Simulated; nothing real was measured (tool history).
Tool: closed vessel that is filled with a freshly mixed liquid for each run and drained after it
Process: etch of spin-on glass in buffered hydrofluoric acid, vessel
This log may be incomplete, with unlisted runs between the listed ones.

| run | day | temperature setpoint of the liquid (°C) | parts of 40 % ammonium fluoride to one part of 49 % hydrofluoric acid (parts by volume) | time in the liquid (s) | thickness taken off the spin-on glass on a monitor wafer (nm) |
|---|---|---|---|---|---|
| 1 | 0.000 | 20 | 10.0 | 30 | 104.130 |
| 2 | 0.325 | 21 | 10.0 | 30 | 109.620 |
| 3 | 0.617 | 21 | 10.0 | 30 | 108.400 |
| 4 | 0.808 | 21 | 10.0 | 30 | 108.650 |
| 5 | 0.858 | 21 | 10.0 | 30 | 112.310 |
| 6 | 0.938 | 21 | 12.0 | 30 | 93.207 |

Estimate the outcome of run 7 from the log above:
| 7 | 1.012 | 25 | 12.0 | 30 | ? |

{"run 7": {"thickness taken off the spin-on glass on a monitor wafer (nm)": 116.25}}

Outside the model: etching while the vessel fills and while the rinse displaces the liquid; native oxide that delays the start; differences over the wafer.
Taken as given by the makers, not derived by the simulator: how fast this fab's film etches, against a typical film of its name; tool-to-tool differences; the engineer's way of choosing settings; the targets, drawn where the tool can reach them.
